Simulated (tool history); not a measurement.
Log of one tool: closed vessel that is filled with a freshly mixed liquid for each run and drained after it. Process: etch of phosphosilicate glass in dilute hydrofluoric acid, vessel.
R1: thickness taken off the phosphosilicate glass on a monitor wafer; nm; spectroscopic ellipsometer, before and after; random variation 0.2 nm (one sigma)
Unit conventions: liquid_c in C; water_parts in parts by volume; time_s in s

run 1 day=0.000 | liquid_c=22.0 water_parts=205 time_s=30 | R1=10.794
run 2 day=0.100 | liquid_c=22.0 water_parts=135 time_s=30 | R1=17.923
run 3 day=0.450 | liquid_c=22.0 water_parts=135 time_s=30 | R1=17.859
run 4 day=0.712 | liquid_c=22.0 water_parts=135 time_s=30 | R1=17.928
run 5 day=0.746 | liquid_c=23.0 water_parts=135 time_s=30 | R1=18.678
run 6 day=0.875 | liquid_c=20.5 water_parts=135 time_s=30 | R1=16.922

What will run 7 give?
run 7 day=1.142 | liquid_c=22.0 water_parts=135 time_s=30 | R1=?

For run 7 the tool returned R1 17.705 nm.
